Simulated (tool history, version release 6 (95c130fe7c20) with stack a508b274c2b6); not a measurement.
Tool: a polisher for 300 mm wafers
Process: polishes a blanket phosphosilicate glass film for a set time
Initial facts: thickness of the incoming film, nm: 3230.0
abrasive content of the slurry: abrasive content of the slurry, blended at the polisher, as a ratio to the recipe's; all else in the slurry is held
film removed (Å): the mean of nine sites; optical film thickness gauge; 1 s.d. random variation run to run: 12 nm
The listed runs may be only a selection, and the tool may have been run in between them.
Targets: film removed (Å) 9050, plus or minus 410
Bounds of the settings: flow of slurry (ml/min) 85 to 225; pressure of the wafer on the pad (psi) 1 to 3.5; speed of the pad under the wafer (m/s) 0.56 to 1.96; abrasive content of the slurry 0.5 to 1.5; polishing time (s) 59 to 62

run	hour	flow of slurry (ml/min)	pressure of the wafer on the pad (psi)	speed of the pad under the wafer (m/s)	abrasive content of the slurry	polishing time (s)	film removed (Å)
1	0	145	2.2	1.26	1	59	3775.6
2	0.6	145	2.2	1.58	1	59	4569.8
3	1.6	145	2.7	1.58	1	59	5633.3
4	8.8	145	2.5	1.58	1	59	5201.6
5	10.6	110	2.5	1.58	1	59	4883.3
6	15.7	110	2.5	1.58	1	59	4867.4
7	20.7	125	2.8	1.64	1	59	5867.1
8	27.2	135	3	1.68	1	59	6391.1
9	29.9	135	3.5	1.96	1.05	59	8506.3

Which of these 5 next moves meets every target?
A	32.6	135	3.4	1.92	1	59	?
B	32.6	145	3.4	1.86	1	59	?
C	32.6	150	3.5	1.92	1	59	?
D	32.6	125	3.4	1.92	1.15	62	?
E	32.6	145	3.3	1.84	1.05	59	?

move	film removed (Å)
A	8171.6
B	8054
C	8542
D	9089.3
E	7950.5
A: the biggest miss grows against the last run
B: the biggest miss grows against the last run
C: gains on the last run, yet a result remains outside its allowed miss
D: all results in spec
E: the biggest miss grows against the last run
D is the move that brings every result within its allowed miss.
